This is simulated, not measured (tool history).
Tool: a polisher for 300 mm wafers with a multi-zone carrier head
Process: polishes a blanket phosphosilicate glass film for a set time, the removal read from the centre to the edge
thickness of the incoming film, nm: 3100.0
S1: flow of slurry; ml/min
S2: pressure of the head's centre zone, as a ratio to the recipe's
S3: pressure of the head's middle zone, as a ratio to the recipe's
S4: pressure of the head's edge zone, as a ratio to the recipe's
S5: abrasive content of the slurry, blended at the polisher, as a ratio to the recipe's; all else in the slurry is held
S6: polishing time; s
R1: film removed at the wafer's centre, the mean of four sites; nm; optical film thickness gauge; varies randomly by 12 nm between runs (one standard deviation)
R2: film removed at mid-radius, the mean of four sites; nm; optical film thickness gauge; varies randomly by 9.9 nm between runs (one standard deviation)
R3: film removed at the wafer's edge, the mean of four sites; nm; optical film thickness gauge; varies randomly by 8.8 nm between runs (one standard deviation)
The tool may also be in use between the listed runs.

run	hour	S1	S2	S3	S4	S5	S6	R1	R2	R3
1	0	215	1	1	1	1	78	786.24	783.11	780.82
2	2.1	220	1.01	1	1.03	1.05	78	824.89	800.93	815.01
3	9	225	1.01	1	1.06	1.1	78	854.13	822.03	855.58
4	12.1	225	1.01	1.07	1.06	1.1	78	843.47	860.08	854.8
5	16	245	1.01	1.07	1.06	1.1	78	855.5	888.83	854.96
6	22.7	245	1.01	1.07	1.06	1	78	818.17	836.84	806.74
7	27.8	240	1.02	1.06	1.08	1.05	78	839.9	865.1	844.73
8	32.4	240	1.03	1.04	1.1	1.1	78	869.39	859.43	872.07
9	33.7	240	1.04	1.03	1.11	1.15	78	871.65	861.46	887.99
10	38.5	240	1.04	1.03	1.11	1.15	78	911.85	860.25	882.09
11	44.1	240	1.04	1.03	1.12	1.2	78	894.95	853.61	908.65

Run 12 has not been measured yet. What should we expect?
12	52.9	245	1.05	1.03	1.13	1.25	78	?	?	?

R1: 944.45 nm
R2: 897.42 nm
R3: 919.46 nm
